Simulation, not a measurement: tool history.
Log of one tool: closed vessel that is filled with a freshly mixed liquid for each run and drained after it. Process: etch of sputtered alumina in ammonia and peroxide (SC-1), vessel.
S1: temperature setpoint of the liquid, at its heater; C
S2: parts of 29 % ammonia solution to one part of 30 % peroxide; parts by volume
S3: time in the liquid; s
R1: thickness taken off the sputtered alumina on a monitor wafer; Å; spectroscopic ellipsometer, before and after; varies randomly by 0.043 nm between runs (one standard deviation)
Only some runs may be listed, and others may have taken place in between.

run,day,S1,S2,S3,R1
1,0.000,61.0,0.95,255,231.62
2,0.329,58.0,0.95,255,198.39
3,0.696,56.0,0.95,255,177.51
4,0.912,54.5,0.95,255,164.91
5,1.208,54.5,0.95,275,177.38
6,1.442,53.5,0.95,275,167.75
7,1.546,52.5,0.95,275,159.15
8,1.929,52.0,0.95,275,153.97

Run 9 is up next; what results do you expect?
# day 2.225: thermometer replaced
9,2.225,52.0,0.95,275,?

{"run 9": {"R1": 168.93}}
